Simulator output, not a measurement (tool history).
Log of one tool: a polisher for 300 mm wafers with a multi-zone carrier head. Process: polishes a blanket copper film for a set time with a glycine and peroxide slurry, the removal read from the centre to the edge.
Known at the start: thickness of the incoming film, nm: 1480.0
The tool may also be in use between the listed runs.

| run | hour | flow of slurry (ml/min) | pressure of the head's centre zone | pressure of the head's middle zone | pressure of the head's edge zone | polishing time (s) | film removed at the wafer's centre (angstrom) | film removed at mid-radius (angstrom) | film removed at the wafer's edge (angstrom) |
|---|---|---|---|---|---|---|---|---|---|
| 1 | 0 | 305 | 1 | 1 | 1 | 83 | 5323.9 | 5449.6 | 5328.5 |
| 2 | 7.1 | 305 | 1 | 1.08 | 1 | 83 | 5377.6 | 5783.4 | 5341.4 |
| 3 | 12.3 | 305 | 1 | 1.08 | 1 | 92 | 5976.7 | 6397 | 5886.6 |
| 4 | 18.3 | 305 | 1 | 1.15 | 1 | 92 | 5900.7 | 6678.4 | 5867 |
| 5 | 24.7 | 305 | 1.07 | 1.15 | 1 | 92 | 6419.4 | 6737 | 5945.3 |
| 6 | 28.3 | 305 | 1.07 | 1.15 | 1 | 72 | 5012 | 5405.7 | 4573.4 |
| 7 | 34.2 | 305 | 1.07 | 1.13 | 0.98 | 69 | 4746.4 | 5054 | 4414.8 |
| 8 | 36.2 | 305 | 1.08 | 1.13 | 0.96 | 66 | 4648.2 | 4729.1 | 4136.5 |

The next listed run, before its measurement:
| 9 | 44.3 | 290 | 1 | 1.12 | 0.86 | 61 | ? | ? | ? |

{"run 9": {"film removed at the wafer's centre (angstrom)": 3824.7, "film removed at mid-radius (angstrom)": 4304.1, "film removed at the wafer's edge (angstrom)": 3596.9}}

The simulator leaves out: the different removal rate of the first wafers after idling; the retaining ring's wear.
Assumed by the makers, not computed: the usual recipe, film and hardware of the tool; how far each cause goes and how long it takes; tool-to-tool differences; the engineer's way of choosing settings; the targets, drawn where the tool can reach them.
